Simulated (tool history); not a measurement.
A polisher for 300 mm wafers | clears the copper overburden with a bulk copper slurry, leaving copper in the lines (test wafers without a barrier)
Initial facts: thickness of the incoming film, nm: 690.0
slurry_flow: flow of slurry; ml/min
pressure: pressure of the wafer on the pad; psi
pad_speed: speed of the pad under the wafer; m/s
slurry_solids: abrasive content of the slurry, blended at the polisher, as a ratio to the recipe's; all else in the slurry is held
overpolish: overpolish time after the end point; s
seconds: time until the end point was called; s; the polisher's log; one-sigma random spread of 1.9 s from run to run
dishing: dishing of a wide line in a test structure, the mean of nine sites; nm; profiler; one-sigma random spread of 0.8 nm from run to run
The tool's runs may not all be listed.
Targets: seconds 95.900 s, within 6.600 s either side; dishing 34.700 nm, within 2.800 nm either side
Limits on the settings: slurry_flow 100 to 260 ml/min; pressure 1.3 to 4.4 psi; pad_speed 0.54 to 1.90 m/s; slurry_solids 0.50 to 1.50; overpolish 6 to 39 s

run    day  slurry_flow  pressure  pad_speed  slurry_solids  overpolish  seconds  dishing
  1  0.000          165       2.8       1.22           1.00          20   80.259   99.279
  2  0.079          165       2.4       1.28           1.00          16   87.032   84.491
  3  0.383          185       2.2       1.20           1.15          13   92.612   69.418
  4  0.554          185       2.2       1.20           1.30          13   88.436   69.475
  5  0.821          185       2.2       1.20           1.30          10   92.377   54.601
  6  1.154          160       2.4       1.14           1.35           9   90.449   51.698
  7  1.483          145       2.6       1.06           1.40           8   90.378   46.796
  8  1.767          130       2.7       1.00           1.45           7   98.227   40.445
  9  1.962          120       2.8       0.96           1.45           7   95.193   39.986
 10  2.167          115       2.9       0.92           1.45           7  100.030   38.078

Which single option among these 4 for the next run brings every result within its allowed miss of target? Just one does.
  A  2.371          110       2.4       1.38           1.45           6        ?        ?
  B  2.371          100       2.7       0.86           1.50           6        ?        ?
  C  2.371          100       3.4       1.10           1.50           6        ?        ?
  D  2.371          110       3.3       0.88           1.45           6        ?        ?

move  seconds  dishing
   A   78.157   40.341
   B  115.170   28.665
   C   75.856   41.956
   D   94.460   34.495
A: the biggest miss grows against the last run
B: the result that was furthest off in the last run now lies on the other side of its target
C: the biggest miss grows against the last run
D: all results land within tolerance of their targets
The move that meets every target is D.
